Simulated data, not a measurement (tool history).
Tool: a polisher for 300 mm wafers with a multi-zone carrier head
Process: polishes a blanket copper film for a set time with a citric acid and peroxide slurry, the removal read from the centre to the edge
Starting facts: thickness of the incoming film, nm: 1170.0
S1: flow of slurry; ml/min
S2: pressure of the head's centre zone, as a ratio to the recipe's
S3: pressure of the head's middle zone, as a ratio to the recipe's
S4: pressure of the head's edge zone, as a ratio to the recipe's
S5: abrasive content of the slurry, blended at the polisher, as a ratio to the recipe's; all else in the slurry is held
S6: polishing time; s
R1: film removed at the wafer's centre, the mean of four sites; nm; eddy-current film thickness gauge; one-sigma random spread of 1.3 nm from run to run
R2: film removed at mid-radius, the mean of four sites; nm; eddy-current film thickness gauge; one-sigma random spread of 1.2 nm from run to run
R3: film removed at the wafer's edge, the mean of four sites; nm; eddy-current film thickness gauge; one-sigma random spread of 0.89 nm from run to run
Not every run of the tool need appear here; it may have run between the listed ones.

| run | hour | S1 | S2 | S3 | S4 | S5 | S6 | R1 | R2 | R3 |
|---|---|---|---|---|---|---|---|---|---|---|
| 1 | 0 | 300 | 1 | 1 | 1 | 1 | 30 | 105.82 | 113.63 | 114.94 |
| 2 | 4.9 | 355 | 1 | 1 | 1 | 1 | 30 | 107.86 | 113.78 | 117.53 |
| 3 | 6.8 | 370 | 1.05 | 1.03 | 1.01 | 1.1 | 30 | 117.34 | 120.42 | 119.77 |
| 4 | 13.5 | 380 | 1.08 | 1.04 | 1.04 | 1.2 | 30 | 123.85 | 123.99 | 124.35 |
| 5 | 15.1 | 380 | 1.08 | 1.04 | 1.04 | 1.3 | 30 | 125.27 | 128.11 | 128.22 |
| 6 | 19.5 | 380 | 1.14 | 1.04 | 1.04 | 1.3 | 30 | 130.4 | 127.32 | 126.3 |
| 7 | 28.2 | 400 | 1.15 | 1.04 | 1.04 | 1.35 | 30 | 132.26 | 128.47 | 129.23 |

Run 8 comes next. What will it give?
| 8 | 37.1 | 385 | 1.16 | 1.03 | 1.01 | 1.4 | 31 | ? | ? | ? |

{"run 8": {"R1": 140.98, "R2": 133.48, "R3": 133.12}}

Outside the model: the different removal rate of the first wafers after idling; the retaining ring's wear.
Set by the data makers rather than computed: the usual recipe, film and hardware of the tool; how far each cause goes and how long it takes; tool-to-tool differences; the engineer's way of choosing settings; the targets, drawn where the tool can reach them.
